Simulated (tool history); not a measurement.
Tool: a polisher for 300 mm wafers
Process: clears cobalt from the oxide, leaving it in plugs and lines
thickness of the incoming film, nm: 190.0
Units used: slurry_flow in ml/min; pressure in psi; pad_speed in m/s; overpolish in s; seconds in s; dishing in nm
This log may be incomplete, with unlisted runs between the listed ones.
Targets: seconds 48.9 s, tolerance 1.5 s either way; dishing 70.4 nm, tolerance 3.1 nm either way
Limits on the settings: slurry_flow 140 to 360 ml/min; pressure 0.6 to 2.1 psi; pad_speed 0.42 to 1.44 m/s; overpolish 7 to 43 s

run 1 hour=0 | slurry_flow=230 pressure=1.3 pad_speed=0.92 overpolish=22 | seconds=52.922 dishing=52.095
run 2 hour=0.6 | slurry_flow=185 pressure=1.3 pad_speed=0.92 overpolish=22 | seconds=55.751 dishing=51.164
run 3 hour=9 | slurry_flow=200 pressure=1.3 pad_speed=0.92 overpolish=25 | seconds=54.585 dishing=55.443
run 4 hour=15.7 | slurry_flow=215 pressure=1.3 pad_speed=0.92 overpolish=27 | seconds=54.357 dishing=59.096
run 5 hour=21.8 | slurry_flow=215 pressure=1.3 pad_speed=0.92 overpolish=22 | seconds=54.283 dishing=52.299
run 6 hour=24.6 | slurry_flow=225 pressure=1.3 pad_speed=0.92 overpolish=25 | seconds=53.502 dishing=56.701
run 7 hour=30.4 | slurry_flow=240 pressure=1.3 pad_speed=0.92 overpolish=27 | seconds=52.989 dishing=59.566
run 8 hour=37 | slurry_flow=250 pressure=1.3 pad_speed=0.92 overpolish=28 | seconds=53.024 dishing=59.76
run 9 hour=43 | slurry_flow=255 pressure=1.3 pad_speed=0.92 overpolish=30 | seconds=52.936 dishing=61.373
run 10 hour=51.8 | slurry_flow=260 pressure=1.3 pad_speed=0.92 overpolish=31 | seconds=52.389 dishing=63.551
run 11 hour=60 | slurry_flow=265 pressure=1.3 pad_speed=0.92 overpolish=32 | seconds=52.429 dishing=65.038
run 12 hour=68.3 | slurry_flow=270 pressure=1.3 pad_speed=0.92 overpolish=33 | seconds=52.637 dishing=67.733
run 13 hour=72.2 | slurry_flow=280 pressure=1.3 pad_speed=0.92 overpolish=33 | seconds=52.328 dishing=66.7
run 14 hour=76.5 | slurry_flow=285 pressure=1.3 pad_speed=0.92 overpolish=33 | seconds=52.86 dishing=64.642
run 15 hour=82.9 | slurry_flow=280 pressure=1.3 pad_speed=0.92 overpolish=33 | seconds=52.827 dishing=65.817
run 16 hour=87.7 | slurry_flow=280 pressure=1.3 pad_speed=0.92 overpolish=33 | seconds=52.104 dishing=66.51

Of the 4 settings listed for the next run, only one would bring every result within its allowed miss of target. Which one?
run A hour=92.5 | slurry_flow=310 pressure=1.1 pad_speed=1.18 overpolish=26 | seconds=? dishing=?
run B hour=92.5 | slurry_flow=295 pressure=1.1 pad_speed=1.16 overpolish=35 | seconds=? dishing=?
run C hour=92.5 | slurry_flow=190 pressure=1.2 pad_speed=1.12 overpolish=26 | seconds=? dishing=?
run D hour=92.5 | slurry_flow=245 pressure=1.2 pad_speed=0.88 overpolish=35 | seconds=? dishing=?

move=A seconds=47.599 dishing=61.37
move=B seconds=48.62 dishing=69.836
move=C seconds=49.036 dishing=60.399
move=D seconds=59.994 dishing=63.633
A: the furthest-off result lands on target, but another misses its tolerance
B: in spec on every target
C: the furthest-off result lands on target, but another misses its tolerance
D: moves away from the targets compared with the last run
Correct choice: B, which meets every target

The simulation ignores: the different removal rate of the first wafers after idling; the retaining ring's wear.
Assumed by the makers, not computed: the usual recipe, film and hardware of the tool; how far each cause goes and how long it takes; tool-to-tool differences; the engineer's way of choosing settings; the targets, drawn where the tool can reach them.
